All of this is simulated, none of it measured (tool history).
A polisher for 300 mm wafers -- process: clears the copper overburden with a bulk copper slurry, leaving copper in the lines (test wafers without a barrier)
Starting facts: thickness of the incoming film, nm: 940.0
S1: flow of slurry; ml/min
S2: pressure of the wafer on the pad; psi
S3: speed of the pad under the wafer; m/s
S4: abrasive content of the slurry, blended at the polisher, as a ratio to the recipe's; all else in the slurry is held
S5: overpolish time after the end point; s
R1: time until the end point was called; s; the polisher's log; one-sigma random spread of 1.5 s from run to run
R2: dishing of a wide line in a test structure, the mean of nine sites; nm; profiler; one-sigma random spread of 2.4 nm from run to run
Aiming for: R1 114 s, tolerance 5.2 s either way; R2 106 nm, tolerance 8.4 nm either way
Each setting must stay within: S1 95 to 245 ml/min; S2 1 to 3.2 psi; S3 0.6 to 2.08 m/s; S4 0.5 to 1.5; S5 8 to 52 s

| run | day | S1 | S2 | S3 | S4 | S5 | R1 | R2 |
|---|---|---|---|---|---|---|---|---|
| 1 | 0 | 155 | 2.1 | 1.34 | 1 | 26 | 93.924 | 96.929 |
| 2 | 0.238 | 155 | 2.1 | 1.34 | 1 | 28 | 91.376 | 103.96 |
| 3 | 0.462 | 175 | 2.1 | 1.34 | 1 | 28 | 91.959 | 98.363 |
| 4 | 0.712 | 175 | 2.5 | 1.34 | 1 | 28 | 76.97 | 114.64 |
| 5 | 1.038 | 175 | 2.4 | 1.32 | 1 | 30 | 80.298 | 111.92 |
| 6 | 1.212 | 175 | 2.3 | 1.3 | 1 | 32 | 84.863 | 109.81 |
| 7 | 1.546 | 170 | 2.2 | 1.28 | 1 | 34 | 89.973 | 107.09 |
| 8 | 1.767 | 165 | 2.1 | 1.26 | 1 | 36 | 97.735 | 109.82 |

Exercise: of the 5 proposed moves below, exactly one satisfies all targets within the stated allowed misses. Which move is it?
| A | 1.988 | 155 | 2.2 | 0.92 | 0.95 | 39 | ? | ? |
| B | 1.988 | 160 | 1.8 | 1.18 | 1.15 | 52 | ? | ? |
| C | 1.988 | 170 | 2 | 0.94 | 0.95 | 43 | ? | ? |
| D | 1.988 | 130 | 2.4 | 0.84 | 1 | 38 | ? | ? |
| E | 1.988 | 180 | 2.4 | 1.34 | 0.8 | 23 | ? | ? |

| move | R1 | R2 |
|---|---|---|
| A | 123.03 | 104.46 |
| B | 114.67 | 106.37 |
| C | 130.31 | 103.09 |
| D | 124.48 | 105.42 |
| E | 83.981 | 101.54 |
A: takes the biggest miss from the last run beyond its target
B: every result within its allowed miss
C: takes the biggest miss from the last run beyond its target
D: takes the biggest miss from the last run beyond its target
E: further off than the last run
The move that meets every target is B.
